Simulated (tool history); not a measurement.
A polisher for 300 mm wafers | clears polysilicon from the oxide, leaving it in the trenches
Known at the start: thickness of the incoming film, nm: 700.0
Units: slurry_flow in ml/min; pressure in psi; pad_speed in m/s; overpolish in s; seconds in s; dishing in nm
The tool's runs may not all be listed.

run	hour	slurry_flow	pressure	pad_speed	overpolish	seconds	dishing
1	0.0	230	2.5	1.14	18	51.372	68.767
2	7.0	230	2.5	0.86	18	62.730	68.553
3	12.2	230	2.5	0.86	14	63.970	64.706
4	16.3	230	2.7	0.88	14	58.996	65.407
5	19.6	230	2.7	0.66	14	71.538	62.483
6	23.2	230	2.9	0.72	15	63.980	64.766
7	27.9	240	3.6	1.04	12	41.122	67.396
8	35.7	240	3.6	1.06	13	39.813	69.906
9	39.8	240	3.6	1.08	13	39.984	68.287
10	48.1	240	3.6	1.10	13	39.301	67.044
11	51.3	240	3.6	1.12	14	39.510	69.739
12	58.8	240	3.6	1.14	14	38.525	70.615
13	66.9	240	3.9	1.20	13	34.215	69.000
14	73.0	240	3.9	1.20	13	34.603	70.699

Forecast run 15:
15	78.2	240	3.9	1.20	13	?	?

Run 15 gave seconds 34.371 s, dishing 71.661 nm.
